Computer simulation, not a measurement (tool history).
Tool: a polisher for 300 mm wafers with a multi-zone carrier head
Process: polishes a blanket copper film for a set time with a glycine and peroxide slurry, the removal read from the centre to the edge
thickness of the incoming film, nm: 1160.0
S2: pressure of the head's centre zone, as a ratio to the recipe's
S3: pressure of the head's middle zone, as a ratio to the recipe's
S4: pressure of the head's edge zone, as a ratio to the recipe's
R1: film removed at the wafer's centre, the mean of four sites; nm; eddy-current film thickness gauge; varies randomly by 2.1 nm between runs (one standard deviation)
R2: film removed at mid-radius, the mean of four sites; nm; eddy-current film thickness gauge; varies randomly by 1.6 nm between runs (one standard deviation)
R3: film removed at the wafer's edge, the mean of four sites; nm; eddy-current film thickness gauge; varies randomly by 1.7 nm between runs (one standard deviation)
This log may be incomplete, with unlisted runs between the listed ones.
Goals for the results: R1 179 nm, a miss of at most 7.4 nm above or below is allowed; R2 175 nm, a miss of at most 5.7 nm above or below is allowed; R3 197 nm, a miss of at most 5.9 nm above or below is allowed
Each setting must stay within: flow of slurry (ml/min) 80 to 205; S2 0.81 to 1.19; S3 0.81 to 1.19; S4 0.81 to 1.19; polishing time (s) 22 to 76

Run 1, hour 0: flow of slurry (ml/min) 135, S2 1, S3 1, S4 1, polishing time (s) 49. Result: R1 178.23 nm, R2 179.12 nm, R3 178.91 nm.
Run 2, hour 1.7: flow of slurry (ml/min) 135, S2 1, S3 1, S4 0.95, polishing time (s) 49. Result: R1 179.4 nm, R2 183.15 nm, R3 176.57 nm.
Run 3, hour 7.9: flow of slurry (ml/min) 135, S2 0.99, S3 0.98, S4 0.98, polishing time (s) 50. Result: R1 186.74 nm, R2 184.29 nm, R3 180.08 nm.
Run 4, hour 13.1: flow of slurry (ml/min) 125, S2 1, S3 0.99, S4 1.04, polishing time (s) 50. Result: R1 181.8 nm, R2 180.63 nm, R3 182.9 nm.
At hour 16.6: worn pad replaced by a new one.
Run 5, hour 16.6: flow of slurry (ml/min) 125, S2 0.98, S3 0.97, S4 1.08, polishing time (s) 50. Result: R1 201.3 nm, R2 199.03 nm, R3 211.03 nm.
Run 6, hour 17.2: flow of slurry (ml/min) 115, S2 0.97, S3 0.95, S4 1.08, polishing time (s) 49. Result: R1 189.74 nm, R2 190.73 nm, R3 205.07 nm.
Run 7, hour 20.3: flow of slurry (ml/min) 110, S2 0.97, S3 0.93, S4 1.08, polishing time (s) 49. Result: R1 187.09 nm, R2 186.02 nm, R3 207.59 nm.
Run 8, hour 29.2: flow of slurry (ml/min) 105, S2 0.98, S3 0.93, S4 1.08, polishing time (s) 49. Result: R1 190.24 nm, R2 184.25 nm, R3 200.66 nm.

Next run, 5 choices. One meets every target within its allowed miss, the rest don't. Which?
Run A, hour 38.1: flow of slurry (ml/min) 100, S2 0.98, S3 0.92, S4 1.12, polishing time (s) 47. Result: R1 ?, R2 ?, R3 ?.
Run B, hour 38.1: flow of slurry (ml/min) 100, S2 0.99, S3 0.98, S4 1, polishing time (s) 50. Result: R1 ?, R2 ?, R3 ?.
Run C, hour 38.1: flow of slurry (ml/min) 100, S2 1.07, S3 1.02, S4 0.95, polishing time (s) 50. Result: R1 ?, R2 ?, R3 ?.
Run D, hour 38.1: flow of slurry (ml/min) 100, S2 1.07, S3 1.02, S4 1.08, polishing time (s) 48. Result: R1 ?, R2 ?, R3 ?.
Run E, hour 38.1: flow of slurry (ml/min) 110, S2 1.06, S3 1.02, S4 1.01, polishing time (s) 49. Result: R1 ?, R2 ?, R3 ?.

move      R1      R2      R3
   A  179.07  175.77  196.09
   B  192.53  196.56  197.05
   C  208.27  202.84  192.18
   D  199.94  194.69  196.37
   E  205.54  201.68   195.9
A: every result within its allowed miss
B: misses by more than the last run did
C: misses by more than the last run did
D: misses by more than the last run did
E: misses by more than the last run did
A is the move that brings every result within its allowed miss.

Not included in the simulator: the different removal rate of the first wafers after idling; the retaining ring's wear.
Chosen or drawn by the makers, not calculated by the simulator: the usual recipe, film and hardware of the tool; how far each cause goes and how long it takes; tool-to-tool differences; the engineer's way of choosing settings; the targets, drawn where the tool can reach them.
